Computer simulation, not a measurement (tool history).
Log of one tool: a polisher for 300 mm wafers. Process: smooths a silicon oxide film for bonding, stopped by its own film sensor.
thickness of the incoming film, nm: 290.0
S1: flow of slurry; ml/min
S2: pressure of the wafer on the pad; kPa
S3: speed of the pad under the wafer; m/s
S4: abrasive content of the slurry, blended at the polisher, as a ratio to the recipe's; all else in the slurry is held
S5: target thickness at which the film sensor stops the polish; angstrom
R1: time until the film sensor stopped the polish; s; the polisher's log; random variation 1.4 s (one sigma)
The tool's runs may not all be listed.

run,hour,S1,S2,S3,S4,S5,R1
1,0,200,9,0.84,1,2660,67.641
2,3.1,200,10.3,0.84,1,2660,58.439
3,4.3,200,8.3,0.84,1,2660,70.958
4,7,200,8.3,0.84,1,2690,62.962
5,11.1,165,8.3,0.84,1,2690,63.209
6,19.9,165,7.6,0.78,1,2690,70.421
7,28.3,165,6.9,0.72,0.95,2690,84.217

Run 8 comes next. What will it give?
8,37.3,160,4.1,0.48,0.95,2690,?

Run 8 gave R1 169.87 s.
